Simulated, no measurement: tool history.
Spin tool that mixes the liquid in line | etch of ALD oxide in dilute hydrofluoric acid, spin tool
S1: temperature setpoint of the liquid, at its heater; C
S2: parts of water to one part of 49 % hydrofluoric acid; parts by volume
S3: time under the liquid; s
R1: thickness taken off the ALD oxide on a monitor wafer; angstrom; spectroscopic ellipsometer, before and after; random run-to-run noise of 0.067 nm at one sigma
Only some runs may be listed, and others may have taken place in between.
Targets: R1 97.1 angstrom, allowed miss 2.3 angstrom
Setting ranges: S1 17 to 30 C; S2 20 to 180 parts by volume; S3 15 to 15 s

run  hour    S1   S2  S3      R1
  1     0    22  100  15  50.907
  2   7.7  23.5  100  15  53.629
  3  13.5    21  100  15  49.109
  4  16.4  22.5   95  15  55.486
  5  24.9  23.5   90  15  60.987
  6  30.3  23.5  105  15   51.31
  7  34.8  24.5  100  15  56.262
  8  39.2  28.5   65  15  105.87
  9  42.5    28   65  15  104.43
 10  47.4    27   65  15  101.87
       54  -- hydrofluoric acid flow meter replaced
 11    54  26.5   65  15   91.06
 12  59.9  27.5   65  15  93.622

Which single option among these 5 for the next run brings every result within its allowed miss of target? Just one does.
  A  65.8    29  70  15   ?
  B  65.8  23.5  55  15   ?
  C  65.8    26  65  15   ?
  D  65.8  28.5  70  15   ?
  E  65.8  26.5  65  15   ?

move      R1
   A  93.298
   B  97.281
   C  89.898
   D    91.5
   E  91.711
A: lands further from the targets than the last run did
B: all results land within tolerance of their targets
C: lands further from the targets than the last run did
D: lands further from the targets than the last run did
E: lands further from the targets than the last run did
The move that meets every target is B.
